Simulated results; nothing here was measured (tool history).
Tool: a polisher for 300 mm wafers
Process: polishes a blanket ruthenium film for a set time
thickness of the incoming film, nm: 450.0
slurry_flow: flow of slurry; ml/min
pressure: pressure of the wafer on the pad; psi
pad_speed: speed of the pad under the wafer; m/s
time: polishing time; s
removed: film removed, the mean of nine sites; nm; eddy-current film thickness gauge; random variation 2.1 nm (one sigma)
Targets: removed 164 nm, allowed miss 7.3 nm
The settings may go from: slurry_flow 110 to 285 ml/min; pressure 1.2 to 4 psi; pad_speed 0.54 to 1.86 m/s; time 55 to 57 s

{"run": 1, "hour": 0.0, "slurry_flow": 180, "pressure": 2.6, "pad_speed": 1.18, "time": 55, "removed": 105.44}
{"run": 2, "hour": 6.7, "slurry_flow": 180, "pressure": 3.1, "pad_speed": 1.18, "time": 55, "removed": 120.23}
{"run": 3, "hour": 13.4, "slurry_flow": 150, "pressure": 3.1, "pad_speed": 1.18, "time": 55, "removed": 119.5}
{"run": 4, "hour": 17.3, "slurry_flow": 195, "pressure": 3.1, "pad_speed": 1.18, "time": 55, "removed": 120.89}
{"run": 5, "hour": 20.6, "slurry_flow": 195, "pressure": 3.1, "pad_speed": 1.18, "time": 55, "removed": 124.77}
{"run": 6, "hour": 24.9, "slurry_flow": 200, "pressure": 3.4, "pad_speed": 1.18, "time": 55, "removed": 131.65}
{"run": 7, "hour": 32.2, "slurry_flow": 200, "pressure": 3.6, "pad_speed": 1.2, "time": 55, "removed": 142.02}
{"run": 8, "hour": 35.6, "slurry_flow": 200, "pressure": 3.7, "pad_speed": 1.22, "time": 55, "removed": 145}

5 next moves are on the table. One of them brings every result within its allowed miss. Which?
{"run": "A", "hour": 39.0, "slurry_flow": 205, "pressure": 3.5, "pad_speed": 1.26, "time": 57, "removed": "?"}
{"run": "B", "hour": 39.0, "slurry_flow": 195, "pressure": 3.9, "pad_speed": 1.4, "time": 57, "removed": "?"}
{"run": "C", "hour": 39.0, "slurry_flow": 245, "pressure": 4, "pad_speed": 1.16, "time": 57, "removed": "?"}
{"run": "D", "hour": 39.0, "slurry_flow": 185, "pressure": 3.5, "pad_speed": 1.32, "time": 55, "removed": "?"}
{"run": "E", "hour": 39.0, "slurry_flow": 200, "pressure": 4, "pad_speed": 1.3, "time": 57, "removed": "?"}

move=A removed=152.41
move=B removed=183.49
move=C removed=162.7
move=D removed=151.17
move=E removed=175.93
A: nearer than the last run, and not there yet
B: takes the result that was furthest off past its target
C: meets every target
D: nearer than the last run, and not there yet
E: takes the result that was furthest off past its target
Move C is the one to make.
